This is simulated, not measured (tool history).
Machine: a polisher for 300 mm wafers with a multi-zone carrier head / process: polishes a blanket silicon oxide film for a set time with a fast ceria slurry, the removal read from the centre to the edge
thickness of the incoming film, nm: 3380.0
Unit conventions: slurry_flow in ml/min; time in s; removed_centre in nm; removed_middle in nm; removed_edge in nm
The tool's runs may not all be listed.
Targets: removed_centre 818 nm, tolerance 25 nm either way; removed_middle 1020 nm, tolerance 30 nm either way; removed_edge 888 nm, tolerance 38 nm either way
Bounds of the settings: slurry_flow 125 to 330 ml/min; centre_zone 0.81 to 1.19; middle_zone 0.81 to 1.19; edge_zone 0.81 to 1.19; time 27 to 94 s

{"run": 1, "hour": 0.0, "slurry_flow": 210, "centre_zone": 1, "middle_zone": 1, "edge_zone": 1, "time": 60, "removed_centre": 1006.1, "removed_middle": 1031.7, "removed_edge": 1017.2}
{"run": 2, "hour": 8.2, "slurry_flow": 205, "centre_zone": 0.99, "middle_zone": 1.01, "edge_zone": 0.99, "time": 60, "removed_centre": 967.89, "removed_middle": 1042, "removed_edge": 987.87}
{"run": 3, "hour": 14.8, "slurry_flow": 205, "centre_zone": 0.99, "middle_zone": 1.01, "edge_zone": 0.91, "time": 60, "removed_centre": 995.28, "removed_middle": 1042.9, "removed_edge": 936.38}
{"run": 4, "hour": 16.4, "slurry_flow": 205, "centre_zone": 0.99, "middle_zone": 1.01, "edge_zone": 0.91, "time": 68, "removed_centre": 1109.8, "removed_middle": 1178.6, "removed_edge": 1073.6}
{"run": 5, "hour": 22.6, "slurry_flow": 205, "centre_zone": 0.92, "middle_zone": 1.01, "edge_zone": 0.91, "time": 68, "removed_centre": 1022.8, "removed_middle": 1162.3, "removed_edge": 1095}
{"run": 6, "hour": 28.4, "slurry_flow": 205, "centre_zone": 0.92, "middle_zone": 1.01, "edge_zone": 0.98, "time": 68, "removed_centre": 1013.2, "removed_middle": 1177.9, "removed_edge": 1117.9}
{"run": 7, "hour": 35.0, "slurry_flow": 200, "centre_zone": 0.91, "middle_zone": 1.01, "edge_zone": 0.97, "time": 67, "removed_centre": 995.9, "removed_middle": 1157.6, "removed_edge": 1091.7}
{"run": 8, "hour": 37.6, "slurry_flow": 195, "centre_zone": 0.9, "middle_zone": 1.01, "edge_zone": 0.96, "time": 66, "removed_centre": 974.58, "removed_middle": 1143.5, "removed_edge": 1039.2}
{"run": 9, "hour": 43.5, "slurry_flow": 195, "centre_zone": 0.89, "middle_zone": 1.01, "edge_zone": 0.96, "time": 65, "removed_centre": 924.9, "removed_middle": 1117.5, "removed_edge": 1052.6}
{"run": 10, "hour": 47.5, "slurry_flow": 190, "centre_zone": 0.89, "middle_zone": 1.01, "edge_zone": 0.95, "time": 65, "removed_centre": 951.25, "removed_middle": 1108.4, "removed_edge": 1050.9}
{"run": 11, "hour": 56.0, "slurry_flow": 190, "centre_zone": 0.89, "middle_zone": 1.02, "edge_zone": 0.94, "time": 64, "removed_centre": 925.42, "removed_middle": 1098.6, "removed_edge": 1032.4}
{"run": 12, "hour": 64.0, "slurry_flow": 190, "centre_zone": 0.89, "middle_zone": 1.03, "edge_zone": 0.93, "time": 63, "removed_centre": 911.8, "removed_middle": 1105.1, "removed_edge": 997.38}
{"run": 13, "hour": 71.6, "slurry_flow": 185, "centre_zone": 0.88, "middle_zone": 1.03, "edge_zone": 0.92, "time": 63, "removed_centre": 893.38, "removed_middle": 1104.6, "removed_edge": 974.64}
{"run": 14, "hour": 76.0, "slurry_flow": 180, "centre_zone": 0.88, "middle_zone": 1.03, "edge_zone": 0.91, "time": 63, "removed_centre": 889.96, "removed_middle": 1087.4, "removed_edge": 973.58}
{"run": 15, "hour": 80.6, "slurry_flow": 175, "centre_zone": 0.88, "middle_zone": 1.03, "edge_zone": 0.9, "time": 63, "removed_centre": 884.52, "removed_middle": 1077, "removed_edge": 997.27}
{"run": 16, "hour": 85.6, "slurry_flow": 180, "centre_zone": 0.88, "middle_zone": 1.03, "edge_zone": 0.9, "time": 62, "removed_centre": 887.59, "removed_middle": 1068.4, "removed_edge": 974.88}

Which one of the following 4 next-run settings gets every result inside its allowed miss? There is exactly one.
{"run": "A", "hour": 90.6, "slurry_flow": 200, "centre_zone": 0.87, "middle_zone": 1.15, "edge_zone": 0.94, "time": 54, "removed_centre": "?", "removed_middle": "?", "removed_edge": "?"}
{"run": "B", "hour": 90.6, "slurry_flow": 165, "centre_zone": 0.81, "middle_zone": 0.92, "edge_zone": 1.11, "time": 65, "removed_centre": "?", "removed_middle": "?", "removed_edge": "?"}
{"run": "C", "hour": 90.6, "slurry_flow": 170, "centre_zone": 0.81, "middle_zone": 1.03, "edge_zone": 1, "time": 63, "removed_centre": "?", "removed_middle": "?", "removed_edge": "?"}
{"run": "D", "hour": 90.6, "slurry_flow": 225, "centre_zone": 0.85, "middle_zone": 1.02, "edge_zone": 0.82, "time": 58, "removed_centre": "?", "removed_middle": "?", "removed_edge": "?"}

move=A removed_centre=765.07 removed_middle=1032.6 removed_edge=876.73
move=B removed_centre=822.88 removed_middle=993.73 removed_edge=1119.3
move=C removed_centre=803.5 removed_middle=1065.5 removed_edge=1033.1
move=D removed_centre=817.87 removed_middle=1019.2 removed_edge=898.41
A: takes the result that was furthest off past its target
B: brings the last run's worst result on target, with another outside its allowed miss
C: brings the last run's worst result on target, with another outside its allowed miss
D: every result lands within tolerance
The right move is D.
